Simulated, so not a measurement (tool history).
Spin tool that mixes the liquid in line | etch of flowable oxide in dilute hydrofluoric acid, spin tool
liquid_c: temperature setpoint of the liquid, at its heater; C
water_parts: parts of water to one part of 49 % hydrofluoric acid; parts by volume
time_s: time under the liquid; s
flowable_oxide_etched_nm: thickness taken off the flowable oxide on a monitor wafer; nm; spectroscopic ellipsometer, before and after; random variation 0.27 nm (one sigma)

run,hour,liquid_c,water_parts,time_s,flowable_oxide_etched_nm
1,0.0,24.0,60,60,35.013
2,0.7,24.0,50,60,42.387
3,2.9,21.5,50,60,38.251
4,9.1,21.5,65,60,28.815
5,10.1,21.5,65,65,31.157
6,13.6,23.0,65,65,33.428
7,20.4,23.0,65,65,33.229
8,25.7,24.5,65,65,35.717
9,28.9,25.5,65,65,37.092
10,33.4,25.5,65,65,36.800
11,35.5,25.5,65,65,36.846

The next listed run, before its measurement:
12,38.3,26.5,65,65,?

Run 12 gave flowable_oxide_etched_nm 38.551 nm.
